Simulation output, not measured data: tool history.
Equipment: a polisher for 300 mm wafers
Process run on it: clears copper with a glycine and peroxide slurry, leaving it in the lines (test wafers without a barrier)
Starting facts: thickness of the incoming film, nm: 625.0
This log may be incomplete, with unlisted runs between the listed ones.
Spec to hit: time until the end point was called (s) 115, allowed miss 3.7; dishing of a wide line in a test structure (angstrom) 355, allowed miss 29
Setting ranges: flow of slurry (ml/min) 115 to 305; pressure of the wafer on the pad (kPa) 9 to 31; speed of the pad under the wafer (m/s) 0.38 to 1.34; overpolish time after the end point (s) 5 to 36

run    day  flow of slurry (ml/min)  pressure of the wafer on the pad (kPa)  speed of the pad under the wafer (m/s)  overpolish time after the end point (s)  time until the end point was called (s)  dishing of a wide line in a test structure (angstrom)
  1      0                      195                                      20                                    0.86                                       18                                   101.62                                                 590.81
  2  0.125                      195                                      20                                    0.86                                       25                                   101.37                                                 759.23
  3  0.479                      215                                      20                                    0.86                                       25                                   101.03                                                 747.02
  4  0.625                      215                                      20                                    0.86                                       21                                   100.04                                                 659.36
  5  0.779                      185                                      20                                    0.86                                       21                                   101.36                                                 652.01
  6  1.058                      185                                    18.6                                    0.86                                       16                                   107.71                                                 531.16
  7   1.35                      185                                    17.9                                    0.86                                       13                                   111.69                                                 405.85
  8  1.658                      185                                    17.9                                    0.86                                       12                                    111.1                                                 376.44

Next run, 4 choices. One meets every target within its allowed miss, the rest don't. Which?
  A  1.967                      175                                    18.6                                     0.8                                       11                                        ?                                                      ?
  B  1.967                      170                                    19.3                                    0.88                                       11                                        ?                                                      ?
  C  1.967                      185                                    18.6                                    0.82                                       13                                        ?                                                      ?
  D  1.967                      165                                    17.9                                    0.92                                       11                                        ?                                                      ?

move  time until the end point was called (s)  dishing of a wide line in a test structure (angstrom)
   A                                   113.77                                                 354.49
   B                                   103.95                                                 382.63
   C                                   111.08                                                 417.36
   D                                    107.4                                                 371.29
A: each result inside its tolerance
B: further off than the last run
C: further off than the last run
D: further off than the last run
Go with A: it meets all targets.

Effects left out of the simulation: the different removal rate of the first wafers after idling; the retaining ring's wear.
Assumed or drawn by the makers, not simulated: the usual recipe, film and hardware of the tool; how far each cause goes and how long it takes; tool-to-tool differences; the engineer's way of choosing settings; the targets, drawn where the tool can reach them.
